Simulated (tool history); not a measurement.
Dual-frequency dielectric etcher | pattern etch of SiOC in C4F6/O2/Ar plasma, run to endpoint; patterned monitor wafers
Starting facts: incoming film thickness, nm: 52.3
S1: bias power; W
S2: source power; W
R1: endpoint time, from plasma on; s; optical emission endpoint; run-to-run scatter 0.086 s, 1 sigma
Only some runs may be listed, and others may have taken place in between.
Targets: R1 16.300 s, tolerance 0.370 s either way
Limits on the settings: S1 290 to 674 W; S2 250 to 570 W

run  hour   S1   S2      R1
  1   0.0  482  410  19.096
  2   6.5  482  450  18.548
  3  14.0  521  450  18.311
  4  22.6  579  450  17.753
  5  25.8  596  460  17.343
  6  27.8  637  460  16.888
  7  30.4  644  460  16.871
  8  36.6  650  470  16.877

Exactly one of the 4 candidate moves below puts every result within its allowed miss. Which one?
  A  42.8  658  410   ?
  B  42.8  638  530   ?
  C  42.8  674  570   ?
  D  42.8  584  440   ?

move      R1
   A  17.174
   B  16.167
   C  15.565
   D  17.494
A: misses by more than the last run did
B: every result lands within tolerance
C: takes the result that was furthest off past its target
D: misses by more than the last run did
Move B is the one to make.

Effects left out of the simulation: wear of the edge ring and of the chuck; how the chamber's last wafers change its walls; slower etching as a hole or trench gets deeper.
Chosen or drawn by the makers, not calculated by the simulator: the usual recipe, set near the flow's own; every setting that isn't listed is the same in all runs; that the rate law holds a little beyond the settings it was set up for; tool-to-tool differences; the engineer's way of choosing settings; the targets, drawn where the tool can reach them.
